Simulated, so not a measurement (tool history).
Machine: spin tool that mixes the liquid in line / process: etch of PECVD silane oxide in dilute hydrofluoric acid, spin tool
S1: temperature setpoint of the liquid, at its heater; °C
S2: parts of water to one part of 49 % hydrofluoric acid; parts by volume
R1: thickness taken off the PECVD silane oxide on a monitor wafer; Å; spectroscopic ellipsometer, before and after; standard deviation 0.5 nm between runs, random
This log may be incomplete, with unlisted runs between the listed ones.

{"run": 1, "hour": 0.0, "S1": 21.0, "S2": 55, "time under the liquid (s)": 175, "R1": 534.47}
{"run": 2, "hour": 8.1, "S1": 22.0, "S2": 55, "time under the liquid (s)": 175, "R1": 553.66}
{"run": 3, "hour": 14.4, "S1": 22.0, "S2": 70, "time under the liquid (s)": 175, "R1": 426.09}
{"run": 4, "hour": 15.3, "S1": 23.0, "S2": 70, "time under the liquid (s)": 175, "R1": 437.81}
{"run": 5, "hour": 19.5, "S1": 23.5, "S2": 70, "time under the liquid (s)": 175, "R1": 454.18}
{"run": 6, "hour": 25.0, "S1": 20.5, "S2": 70, "time under the liquid (s)": 175, "R1": 396.72}
{"run": 7, "hour": 28.8, "S1": 21.5, "S2": 70, "time under the liquid (s)": 175, "R1": 411.03}

Run 8 has not been measured yet. What should we expect?
{"run": 8, "hour": 32.5, "S1": 22.5, "S2": 70, "time under the liquid (s)": 175, "R1": "?"}

R1: 433.59 Å

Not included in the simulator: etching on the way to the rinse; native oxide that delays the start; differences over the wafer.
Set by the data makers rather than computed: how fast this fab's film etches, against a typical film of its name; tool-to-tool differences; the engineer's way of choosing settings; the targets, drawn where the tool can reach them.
